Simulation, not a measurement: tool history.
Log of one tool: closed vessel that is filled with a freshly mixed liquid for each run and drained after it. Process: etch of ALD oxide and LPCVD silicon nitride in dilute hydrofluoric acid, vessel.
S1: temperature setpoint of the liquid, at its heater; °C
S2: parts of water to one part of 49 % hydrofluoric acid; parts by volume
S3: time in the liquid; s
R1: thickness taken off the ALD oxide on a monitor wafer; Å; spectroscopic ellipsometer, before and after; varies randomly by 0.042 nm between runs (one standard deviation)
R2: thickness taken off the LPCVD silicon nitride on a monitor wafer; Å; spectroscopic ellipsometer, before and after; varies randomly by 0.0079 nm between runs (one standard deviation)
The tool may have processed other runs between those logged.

{"run": 1, "day": 0.0, "S1": 22.0, "S2": 150, "S3": 155, "R1": 208.46, "R2": 4.9097}
{"run": 2, "day": 0.2, "S1": 21.0, "S2": 175, "S3": 140, "R1": 152.0, "R2": 3.2394}
{"run": 3, "day": 0.225, "S1": 21.0, "S2": 195, "S3": 120, "R1": 116.42, "R2": 2.8545}
{"run": 4, "day": 0.354, "S1": 21.0, "S2": 145, "S3": 120, "R1": 166.28, "R2": 3.1611}
{"run": 5, "day": 0.421, "S1": 20.0, "S2": 170, "S3": 110, "R1": 118.97, "R2": 2.2582}
{"run": 6, "day": 0.496, "S1": 18.5, "S2": 170, "S3": 110, "R1": 112.12, "R2": 2.514}

For run 7, what comes out?
{"run": 7, "day": 0.75, "S1": 20.0, "S2": 230, "S3": 70, "R1": "?", "R2": "?"}

Run 7 came out at R1 53.10 Å, R2 1.4459 Å.
